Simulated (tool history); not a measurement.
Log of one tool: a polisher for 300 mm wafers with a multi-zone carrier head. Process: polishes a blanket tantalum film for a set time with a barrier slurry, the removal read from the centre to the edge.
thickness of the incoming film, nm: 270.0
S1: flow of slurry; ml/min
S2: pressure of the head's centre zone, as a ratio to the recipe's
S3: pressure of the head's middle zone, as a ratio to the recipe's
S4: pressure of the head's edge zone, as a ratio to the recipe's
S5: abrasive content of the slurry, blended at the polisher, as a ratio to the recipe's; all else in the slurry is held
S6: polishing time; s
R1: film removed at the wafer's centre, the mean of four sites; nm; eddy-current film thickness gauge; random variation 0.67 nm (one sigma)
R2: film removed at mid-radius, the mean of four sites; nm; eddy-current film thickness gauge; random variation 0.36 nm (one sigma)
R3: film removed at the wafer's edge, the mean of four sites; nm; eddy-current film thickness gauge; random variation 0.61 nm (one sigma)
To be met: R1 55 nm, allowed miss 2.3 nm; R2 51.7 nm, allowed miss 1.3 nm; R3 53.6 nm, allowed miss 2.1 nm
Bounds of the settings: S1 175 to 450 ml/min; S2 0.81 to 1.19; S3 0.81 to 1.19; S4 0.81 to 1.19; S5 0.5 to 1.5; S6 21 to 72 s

{"run": 1, "hour": 0.0, "S1": 290, "S2": 1, "S3": 1, "S4": 1, "S5": 1, "S6": 46, "R1": 81.226, "R2": 80.144, "R3": 83.161}
{"run": 2, "hour": 8.9, "S1": 290, "S2": 1, "S3": 0.99, "S4": 0.98, "S5": 0.9, "S6": 44, "R1": 78.017, "R2": 74.402, "R3": 75.552}
{"run": 3, "hour": 17.8, "S1": 285, "S2": 0.97, "S3": 0.97, "S4": 0.97, "S5": 0.85, "S6": 43, "R1": 69.682, "R2": 69.96, "R3": 73.178}
{"run": 4, "hour": 26.1, "S1": 285, "S2": 0.97, "S3": 1.04, "S4": 0.97, "S5": 0.85, "S6": 43, "R1": 72.674, "R2": 74.872, "R3": 71.97}
{"run": 5, "hour": 27.5, "S1": 285, "S2": 0.97, "S3": 1.02, "S4": 0.95, "S5": 0.8, "S6": 42, "R1": 69.659, "R2": 69.705, "R3": 70.151}
{"run": 6, "hour": 34.4, "S1": 285, "S2": 0.97, "S3": 1.02, "S4": 0.94, "S5": 0.75, "S6": 41, "R1": 64.914, "R2": 67.241, "R3": 66.445}
{"run": 7, "hour": 41.7, "S1": 285, "S2": 0.98, "S3": 1.01, "S4": 0.93, "S5": 0.7, "S6": 40, "R1": 62.86, "R2": 63.878, "R3": 61.537}
{"run": 8, "hour": 45.9, "S1": 280, "S2": 0.98, "S3": 0.99, "S4": 0.92, "S5": 0.65, "S6": 40, "R1": 60.754, "R2": 61.751, "R3": 60.468}
{"run": 9, "hour": 49.6, "S1": 275, "S2": 0.99, "S3": 0.97, "S4": 0.91, "S5": 0.65, "S6": 40, "R1": 63.538, "R2": 60.401, "R3": 62.051}
{"run": 10, "hour": 55.9, "S1": 290, "S2": 0.96, "S3": 0.94, "S4": 0.86, "S5": 0.5, "S6": 35, "R1": 50.206, "R2": 48.213, "R3": 48.34}
{"run": 11, "hour": 61.9, "S1": 290, "S2": 1.02, "S3": 0.99, "S4": 0.96, "S5": 0.55, "S6": 34, "R1": 52.336, "R2": 49.881, "R3": 50.138}
{"run": 12, "hour": 65.4, "S1": 285, "S2": 1.02, "S3": 0.99, "S4": 0.97, "S5": 0.55, "S6": 34, "R1": 52.663, "R2": 50.001, "R3": 51.256}

5 next moves are on the table. One of them brings every result within its allowed miss. Which?
{"run": "A", "hour": 68.9, "S1": 265, "S2": 1.01, "S3": 1, "S4": 0.98, "S5": 0.55, "S6": 33, "R1": "?", "R2": "?", "R3": "?"}
{"run": "B", "hour": 68.9, "S1": 355, "S2": 1.08, "S3": 1.13, "S4": 0.82, "S5": 0.55, "S6": 32, "R1": "?", "R2": "?", "R3": "?"}
{"run": "C", "hour": 68.9, "S1": 290, "S2": 1.05, "S3": 1, "S4": 0.99, "S5": 0.5, "S6": 36, "R1": "?", "R2": "?", "R3": "?"}
{"run": "D", "hour": 68.9, "S1": 375, "S2": 1.08, "S3": 1.07, "S4": 0.98, "S5": 0.5, "S6": 32, "R1": "?", "R2": "?", "R3": "?"}
{"run": "E", "hour": 68.9, "S1": 250, "S2": 0.87, "S3": 0.93, "S4": 1.02, "S5": 0.5, "S6": 38, "R1": "?", "R2": "?", "R3": "?"}

move=A R1=50.583 R2=49.297 R3=49.551
move=B R1=54.312 R2=54.675 R3=45.387
move=C R1=56.509 R2=52.888 R3=53.286
move=D R1=53.115 R2=51.016 R3=47.989
move=E R1=48.357 R2=51.643 R3=56.322
A: further off than the last run
B: takes the result that was furthest off past its target
C: meets every target
D: brings the result that was furthest off to its target, and leaves another outside
E: brings the result that was furthest off to its target, and leaves another outside
Move C is the one to make.
